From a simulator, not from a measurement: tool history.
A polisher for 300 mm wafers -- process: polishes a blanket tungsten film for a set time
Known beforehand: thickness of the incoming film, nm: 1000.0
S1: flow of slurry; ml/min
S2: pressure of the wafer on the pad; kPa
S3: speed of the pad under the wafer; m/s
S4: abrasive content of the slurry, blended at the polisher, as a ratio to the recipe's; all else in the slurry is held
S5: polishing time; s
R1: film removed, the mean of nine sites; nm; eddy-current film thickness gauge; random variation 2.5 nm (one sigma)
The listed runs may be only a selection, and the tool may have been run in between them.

run  hour   S1    S2    S3   S4  S5      R1
  1   0.0  175  22.1  1.34  1.0  48  237.85
  2   2.5  175  20.0  1.34  1.0  48  217.02
  3   3.7  180  21.4  1.34  1.0  48  233.50
  4   8.1  185  22.1  1.34  1.0  48  238.68
  5  16.6  185  22.8  1.34  1.0  48  245.97
  6  19.0  185  23.4  1.34  1.0  48  252.10
  7  25.9  185  24.1  1.34  1.0  48  260.23
  8  26.8  185  24.8  1.34  1.0  48  269.56
  9  30.0  185  25.5  1.34  1.0  48  276.03
 10  33.7  185  26.2  1.34  1.0  48  280.51

The next listed run, before its measurement:
 11  39.0  190  26.9  1.34  1.0  48   ?

{"run 11": {"R1": 288.29}}

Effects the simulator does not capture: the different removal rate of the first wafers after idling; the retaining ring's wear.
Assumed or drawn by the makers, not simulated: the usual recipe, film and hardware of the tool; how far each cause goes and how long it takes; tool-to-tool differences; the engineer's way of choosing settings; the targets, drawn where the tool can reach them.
